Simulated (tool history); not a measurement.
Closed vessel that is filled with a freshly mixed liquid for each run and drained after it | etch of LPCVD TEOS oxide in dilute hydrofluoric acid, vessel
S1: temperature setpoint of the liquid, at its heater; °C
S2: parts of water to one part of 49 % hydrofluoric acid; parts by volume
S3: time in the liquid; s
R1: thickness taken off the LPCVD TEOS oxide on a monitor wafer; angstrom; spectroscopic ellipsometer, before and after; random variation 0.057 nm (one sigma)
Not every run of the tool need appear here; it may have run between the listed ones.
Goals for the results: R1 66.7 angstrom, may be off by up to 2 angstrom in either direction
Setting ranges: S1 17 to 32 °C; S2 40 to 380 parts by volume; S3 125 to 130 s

run 1 day=0 | S1=24 S2=210 S3=125 | R1=90.431
run 2 day=0.254 | S1=22 S2=215 S3=125 | R1=83.095
run 3 day=0.383 | S1=22 S2=215 S3=125 | R1=82.758
run 4 day=0.604 | S1=22 S2=215 S3=130 | R1=85.775
run 5 day=0.692 | S1=19.5 S2=215 S3=130 | R1=78.512
run 6 day=1.054 | S1=19 S2=220 S3=130 | R1=73.271
run 7 day=1.117 | S1=18.5 S2=220 S3=130 | R1=73.548
run 8 day=1.312 | S1=18 S2=220 S3=130 | R1=72.555

Of the 4 settings listed for the next run, only one would bring every result within its allowed miss of target. Which one?
run A day=1.508 | S1=18.5 S2=240 S3=130 | R1=?
run B day=1.508 | S1=20.5 S2=215 S3=130 | R1=?
run C day=1.508 | S1=18.5 S2=220 S3=125 | R1=?
run D day=1.508 | S1=17 S2=190 S3=130 | R1=?

move=A R1=65.318
move=B R1=80.584
move=C R1=69.787
move=D R1=81.442
A: in spec on every target
B: its largest miss is bigger than the last run's
C: an improvement on the last run, though not all results are within tolerance
D: its largest miss is bigger than the last run's
Move A is the one to make.

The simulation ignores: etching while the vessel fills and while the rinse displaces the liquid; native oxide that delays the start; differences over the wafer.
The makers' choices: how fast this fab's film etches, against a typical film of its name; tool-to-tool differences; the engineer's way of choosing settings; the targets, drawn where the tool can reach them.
